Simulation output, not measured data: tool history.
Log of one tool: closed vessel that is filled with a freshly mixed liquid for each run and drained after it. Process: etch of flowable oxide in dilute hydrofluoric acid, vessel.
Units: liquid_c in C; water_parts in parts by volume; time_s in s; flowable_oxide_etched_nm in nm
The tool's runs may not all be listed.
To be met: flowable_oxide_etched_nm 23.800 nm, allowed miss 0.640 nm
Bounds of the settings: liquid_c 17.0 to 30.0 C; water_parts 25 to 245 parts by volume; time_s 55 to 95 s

run,day,liquid_c,water_parts,time_s,flowable_oxide_etched_nm
1,0.000,22.0,135,95,13.006
2,0.183,22.0,95,95,19.656
3,0.283,22.0,140,95,12.335
4,0.542,22.0,95,95,19.523
5,0.654,22.0,130,95,13.760
6,0.825,24.5,130,95,15.001
7,1.004,26.0,125,95,16.784
8,1.350,27.0,120,95,18.063

Which of these 4 next moves meets every target?
A,1.696,26.0,95,95,?
B,1.696,28.5,105,95,?
C,1.696,26.0,85,95,?
D,1.696,27.0,95,95,?

move,flowable_oxide_etched_nm
A,22.979
B,22.587
C,26.021
D,23.890
A: nearer than the last run, and not there yet
B: nearer than the last run, and not there yet
C: takes the result that was furthest off past its target
D: meets every target
Answer: D

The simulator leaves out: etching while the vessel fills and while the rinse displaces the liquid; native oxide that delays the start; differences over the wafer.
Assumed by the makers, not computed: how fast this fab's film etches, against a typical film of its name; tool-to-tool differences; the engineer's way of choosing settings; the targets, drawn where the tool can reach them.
